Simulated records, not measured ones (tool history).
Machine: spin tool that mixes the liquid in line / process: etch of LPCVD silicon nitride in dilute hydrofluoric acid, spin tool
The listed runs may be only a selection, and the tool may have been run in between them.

run    day  temperature setpoint of the liquid (K)  parts of water to one part of 49 % hydrofluoric acid (parts by volume)  time under the liquid (s)  thickness taken off the LPCVD silicon nitride on a monitor wafer (nm)
  1      0                                  298.15                                                                      75                        285                                                                 2.1944
  2  0.304                                  298.15                                                                      75                        305                                                                 2.3398
  3  0.479                                  298.15                                                                      90                        305                                                                 2.0221
  4  0.583                                  298.15                                                                      90                        305                                                                 1.9597
  5  0.942                                  300.15                                                                      75                        305                                                                 2.7268
  6  1.025                                  301.65                                                                      60                        305                                                                 3.7115
  7  1.383                                  302.65                                                                      50                        305                                                                 4.8393

Run 8 is up next; what results do you expect?
  8  1.642                                  306.15                                                                      20                        305                                                                      ?

thickness taken off the LPCVD silicon nitride on a monitor wafer (nm): 15.024
